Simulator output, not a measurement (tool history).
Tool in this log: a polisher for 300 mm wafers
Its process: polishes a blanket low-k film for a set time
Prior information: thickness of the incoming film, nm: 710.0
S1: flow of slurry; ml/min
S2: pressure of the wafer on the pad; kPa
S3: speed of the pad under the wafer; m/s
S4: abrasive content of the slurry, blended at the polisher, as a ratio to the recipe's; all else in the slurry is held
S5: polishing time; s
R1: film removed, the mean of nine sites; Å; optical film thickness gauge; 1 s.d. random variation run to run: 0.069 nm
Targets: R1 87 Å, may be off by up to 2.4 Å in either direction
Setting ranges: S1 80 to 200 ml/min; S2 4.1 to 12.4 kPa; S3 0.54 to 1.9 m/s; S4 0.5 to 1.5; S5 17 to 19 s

{"run": 1, "day": 0.0, "S1": 130, "S2": 8.3, "S3": 1.22, "S4": 1, "S5": 19, "R1": 46.406}
{"run": 2, "day": 0.325, "S1": 130, "S2": 8.3, "S3": 1.22, "S4": 1, "S5": 17, "R1": 41.793}
{"run": 3, "day": 0.433, "S1": 130, "S2": 8.3, "S3": 1.22, "S4": 0.8, "S5": 17, "R1": 38.286}
{"run": 4, "day": 0.612, "S1": 105, "S2": 8.3, "S3": 1.22, "S4": 0.8, "S5": 17, "R1": 38.142}
{"run": 5, "day": 0.817, "S1": 105, "S2": 8.3, "S3": 1.36, "S4": 0.8, "S5": 17, "R1": 41.229}
{"run": 6, "day": 0.971, "S1": 105, "S2": 9.7, "S3": 1.46, "S4": 0.8, "S5": 17, "R1": 49.994}
{"run": 7, "day": 1.15, "S1": 105, "S2": 10.3, "S3": 1.58, "S4": 0.8, "S5": 17, "R1": 57.259}
{"run": 8, "day": 1.446, "S1": 110, "S2": 11, "S3": 1.68, "S4": 0.8, "S5": 17, "R1": 63.259}
{"run": 9, "day": 1.554, "S1": 120, "S2": 12.4, "S3": 1.9, "S4": 1, "S5": 17, "R1": 84.165}

Next run, 4 choices. One meets every target within its allowed miss, the rest don't. Which?
{"run": "A", "day": 1.662, "S1": 140, "S2": 12.4, "S3": 1.9, "S4": 1.35, "S5": 17, "R1": "?"}
{"run": "B", "day": 1.662, "S1": 115, "S2": 12.4, "S3": 1.9, "S4": 1, "S5": 19, "R1": "?"}
{"run": "C", "day": 1.662, "S1": 120, "S2": 12.4, "S3": 1.9, "S4": 1.1, "S5": 17, "R1": "?"}
{"run": "D", "day": 1.662, "S1": 110, "S2": 12.4, "S3": 1.8, "S4": 1.1, "S5": 19, "R1": "?"}

move=A R1=94.199
move=B R1=93.37
move=C R1=86.636
move=D R1=91.76
A: carries the result that was furthest off beyond its target, to the other side
B: carries the result that was furthest off beyond its target, to the other side
C: meets every target
D: carries the result that was furthest off beyond its target, to the other side
So the answer is move C, the one that meets all the targets.
